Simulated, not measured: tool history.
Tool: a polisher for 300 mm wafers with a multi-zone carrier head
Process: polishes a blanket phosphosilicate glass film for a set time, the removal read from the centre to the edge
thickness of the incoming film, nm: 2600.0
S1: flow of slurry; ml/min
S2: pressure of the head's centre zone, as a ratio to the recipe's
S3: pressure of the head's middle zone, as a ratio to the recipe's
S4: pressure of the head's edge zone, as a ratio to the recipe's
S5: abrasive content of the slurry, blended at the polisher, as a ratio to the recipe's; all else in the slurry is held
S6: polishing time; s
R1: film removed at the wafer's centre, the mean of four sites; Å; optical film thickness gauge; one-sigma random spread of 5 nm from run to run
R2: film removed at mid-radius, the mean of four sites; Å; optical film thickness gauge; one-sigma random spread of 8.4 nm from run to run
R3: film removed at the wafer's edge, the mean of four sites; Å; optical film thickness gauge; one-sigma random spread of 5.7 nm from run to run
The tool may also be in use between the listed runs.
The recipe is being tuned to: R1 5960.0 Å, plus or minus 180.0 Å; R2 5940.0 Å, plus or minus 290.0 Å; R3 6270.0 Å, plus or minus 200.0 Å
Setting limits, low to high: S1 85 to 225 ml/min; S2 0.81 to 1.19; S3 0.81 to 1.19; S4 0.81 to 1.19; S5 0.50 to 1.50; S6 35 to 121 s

run  hour   S1    S2    S3    S4    S5  S6      R1      R2      R3
  1   0.0  145  1.00  1.00  1.00  1.00  78  7856.5  7910.0  7953.0
  2   7.1  140  0.98  0.98  0.98  0.95  78  7539.6  7692.1  7594.3
  3   8.2  135  0.97  0.95  0.98  0.90  78  7065.0  6840.4  7382.8
  4  11.9  135  0.97  0.95  1.07  0.90  78  6980.0  7059.2  7465.6
  5  15.3  135  0.97  0.95  1.07  0.90  97  8664.2  8764.1  9150.1
  6  21.4  135  0.97  0.95  1.02  0.90  97  8760.0  8693.9  9191.2
  7  25.5  135  0.97  0.95  1.01  0.80  94  7667.7  7665.8  8058.9
  8  28.7  135  0.97  0.95  1.00  0.75  94  7197.9  7212.1  7502.1
  9  31.1  130  0.97  0.95  0.99  0.70  94  6590.4  6627.2  6848.4
 10  32.0  125  0.97  0.95  0.99  0.70  94  6539.8  6545.4  6876.5
 11  34.9  125  0.97  0.95  0.99  0.70  94  6612.6  6630.6  6902.1
 12  36.1  120  0.97  0.95  0.99  0.70  94  6564.5  6566.0  6857.0
 13  39.4   95  0.94  0.90  0.91  0.60  94  4855.8  4839.2  5219.3
 14  45.9  135  0.93  0.91  0.96  0.60  94  5221.4  5235.0  5556.5
 15  48.0  135  0.94  0.92  0.98  0.60  94  5321.1  5276.1  5713.3
 16  54.8  135  0.95  0.93  0.99  0.60  94  5329.8  5347.9  5608.3
 17  55.8  130  0.96  0.94  1.01  0.60  94  5422.9  5310.7  5611.6
 18  60.2  170  0.95  0.97  1.10  0.65  94  6216.9  6555.3  6819.6
 19  66.5  140  0.98  0.95  1.06  0.65  94  6160.5  6122.6  6475.8

Consider the 4 candidate settings below. Which is the only one whose results all fall within their allowed miss of target?
  A  72.8  115  1.05  0.94  1.12  0.65   99   ?   ?   ?
  B  72.8   90  1.00  0.96  1.01  0.80   77   ?   ?   ?
  C  72.8  120  1.08  1.03  1.03  0.90   68   ?   ?   ?
  D  72.8  125  0.91  0.96  1.16  0.60  110   ?   ?   ?

move      R1      R2      R3
   A  6717.1  6085.1  6779.3
   B  5929.0  5784.1  6184.7
   C  6663.0  6325.5  6307.5
   D  5869.8  6242.1  6887.0
A: misses by more than the last run did
B: each result inside its tolerance
C: misses by more than the last run did
D: the furthest-off result lands on target, but another misses its tolerance
Answer: B

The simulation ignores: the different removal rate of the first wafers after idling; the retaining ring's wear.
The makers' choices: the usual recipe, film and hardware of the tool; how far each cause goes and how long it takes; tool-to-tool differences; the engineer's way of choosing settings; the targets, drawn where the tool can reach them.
